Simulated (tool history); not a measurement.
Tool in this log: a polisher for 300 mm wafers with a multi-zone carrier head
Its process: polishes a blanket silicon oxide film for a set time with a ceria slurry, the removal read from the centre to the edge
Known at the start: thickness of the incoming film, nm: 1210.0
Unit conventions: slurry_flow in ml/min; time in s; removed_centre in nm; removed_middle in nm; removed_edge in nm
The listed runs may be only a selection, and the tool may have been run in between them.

run,hour,slurry_flow,centre_zone,middle_zone,edge_zone,time,removed_centre,removed_middle,removed_edge
1,0,320,1,1,1,54,329.28,350.52,330.28
2,2.9,320,1,1,1.07,54,327.43,346.56,338.08
3,7.2,320,1.01,1.01,1.03,47,289.61,301.52,288.03
4,11.5,290,1.01,1.01,1.03,47,286.53,295.6,283.61
5,13.2,360,1.01,1.01,1.03,47,302.91,297.87,287.93
6,21.5,345,0.99,1.03,1,43,261.05,278.68,262.97
7,28.4,375,1.04,1.04,0.9,31,199.88,205.47,182.79
8,32.4,375,1.04,1.06,0.93,31,197.23,206.04,185.49
9,33.1,375,1.04,1.07,0.94,32,210.31,218.03,188.08
10,40,375,1.03,1.07,0.96,32,200.2,216.76,193.23

The next listed run, before its measurement:
11,47.3,375,1.04,1.07,0.97,33,?,?,?

{"run 11": {"removed_centre": 211.07, "removed_middle": 224.03, "removed_edge": 198.52}}
